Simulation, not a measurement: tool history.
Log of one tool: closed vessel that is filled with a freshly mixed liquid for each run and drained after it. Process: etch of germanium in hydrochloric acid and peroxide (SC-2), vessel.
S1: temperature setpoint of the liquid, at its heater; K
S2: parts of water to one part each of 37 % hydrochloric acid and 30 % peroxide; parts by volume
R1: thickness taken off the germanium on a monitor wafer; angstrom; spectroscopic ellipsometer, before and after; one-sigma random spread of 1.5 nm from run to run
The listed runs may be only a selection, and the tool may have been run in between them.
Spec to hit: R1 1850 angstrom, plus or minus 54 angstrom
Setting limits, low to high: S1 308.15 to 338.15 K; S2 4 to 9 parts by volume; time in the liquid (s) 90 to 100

{"run": 1, "hour": 0.0, "S1": 322.15, "S2": 5, "time in the liquid (s)": 90, "R1": 2396.3}
{"run": 2, "hour": 2.4, "S1": 322.15, "S2": 5, "time in the liquid (s)": 100, "R1": 2686}
{"run": 3, "hour": 7.7, "S1": 321.15, "S2": 5, "time in the liquid (s)": 100, "R1": 2573.6}
{"run": 4, "hour": 10.2, "S1": 321.15, "S2": 5, "time in the liquid (s)": 100, "R1": 2565.8}
{"run": 5, "hour": 19.2, "S1": 321.15, "S2": 5, "time in the liquid (s)": 100, "R1": 2608.9}
{"run": 6, "hour": 21.0, "S1": 321.15, "S2": 4, "time in the liquid (s)": 100, "R1": 2598.6}
{"run": 7, "hour": 22.7, "S1": 320.15, "S2": 4, "time in the liquid (s)": 100, "R1": 2554.3}
{"run": 8, "hour": 23.8, "S1": 319.15, "S2": 4, "time in the liquid (s)": 100, "R1": 2441.8}
{"run": 9, "hour": 29.0, "S1": 318.15, "S2": 4, "time in the liquid (s)": 100, "R1": 2352.1}
{"run": 10, "hour": 35.1, "S1": 317.65, "S2": 4, "time in the liquid (s)": 100, "R1": 2312.7}
{"run": 11, "hour": 36.6, "S1": 317.15, "S2": 4, "time in the liquid (s)": 100, "R1": 2276.8}
{"run": 12, "hour": 39.5, "S1": 316.65, "S2": 4, "time in the liquid (s)": 100, "R1": 2221.5}
{"run": 13, "hour": 46.1, "S1": 316.15, "S2": 4, "time in the liquid (s)": 100, "R1": 2208}
{"run": 14, "hour": 48.5, "S1": 316.15, "S2": 4, "time in the liquid (s)": 100, "R1": 2217.6}

Exactly one of the 4 candidate moves below puts every result within its allowed miss. Which one?
{"run": "A", "hour": 50.9, "S1": 311.65, "S2": 4, "time in the liquid (s)": 90, "R1": "?"}
{"run": "B", "hour": 50.9, "S1": 314.65, "S2": 4, "time in the liquid (s)": 100, "R1": "?"}
{"run": "C", "hour": 50.9, "S1": 315.65, "S2": 4.5, "time in the liquid (s)": 95, "R1": "?"}
{"run": "D", "hour": 50.9, "S1": 314.65, "S2": 5.5, "time in the liquid (s)": 90, "R1": "?"}

move=A R1=1675.7
move=B R1=2065.4
move=C R1=2028.5
move=D R1=1851.1
A: moves the result that the last run missed by most past its target, out the other side
B: gains on the last run, yet a result remains outside its allowed miss
C: gains on the last run, yet a result remains outside its allowed miss
D: every result within its allowed miss
So the answer is move D, the one that meets all the targets.

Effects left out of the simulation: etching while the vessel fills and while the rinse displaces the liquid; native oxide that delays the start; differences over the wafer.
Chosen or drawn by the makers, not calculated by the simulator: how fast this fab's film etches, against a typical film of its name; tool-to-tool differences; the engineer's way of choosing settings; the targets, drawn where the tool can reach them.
